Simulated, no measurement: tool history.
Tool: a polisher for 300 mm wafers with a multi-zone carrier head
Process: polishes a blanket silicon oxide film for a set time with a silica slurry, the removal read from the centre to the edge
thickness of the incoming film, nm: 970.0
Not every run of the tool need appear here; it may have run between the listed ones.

run  hour  flow of slurry (ml/min)  pressure of the head's centre zone  pressure of the head's middle zone  pressure of the head's edge zone  abrasive content of the slurry  polishing time (s)  film removed at the wafer's centre (angstrom)  film removed at mid-radius (angstrom)  film removed at the wafer's edge (angstrom)
  1     0                      130                                   1                                   1                                 1                               1                  77                                         1458.1                                 1520.5                                         1624
  2   8.4                      125                                1.01                                   1                              0.99                               1                  77                                           1453                                 1493.4                                       1626.4
  3   9.2                      125                                1.01                                   1                              0.99                             0.9                  77                                         1356.7                                 1403.8                                       1472.8
  4  12.5                      125                                1.02                                   1                              0.99                             0.9                  77                                         1372.8                                 1408.9                                       1487.7
  5  14.6                      110                                1.02                                   1                              0.99                             0.9                  77                                         1268.7                                 1319.9                                       1418.6
  6  19.2                      110                                1.02                                0.94                              0.99                             0.9                  77                                         1264.1                                 1275.7                                       1458.8
  7  22.4                      115                                1.03                                0.94                              0.99                             0.9                  77                                         1301.8                                 1292.9                                       1481.7
  8  31.4                      120                                1.03                                0.95                              0.98                             0.9                  77                                         1353.1                                 1340.7                                       1446.5
  9  32.4                      120                                1.03                                0.95                              0.98                             0.9                  77                                         1355.6                                 1335.2                                       1474.4
 10  36.6                      125                                1.03                                0.95                              0.98                             0.9                  77                                         1394.8                                 1387.8                                       1461.3

What will run 11 give?
 11  41.9                      130                                1.04                                0.94                              0.99                             0.9                  77                                              ?                                      ?                                            ?

{"run 11": {"film removed at the wafer's centre (angstrom)": 1420.7, "film removed at mid-radius (angstrom)": 1377.5, "film removed at the wafer's edge (angstrom)": 1529.5}}
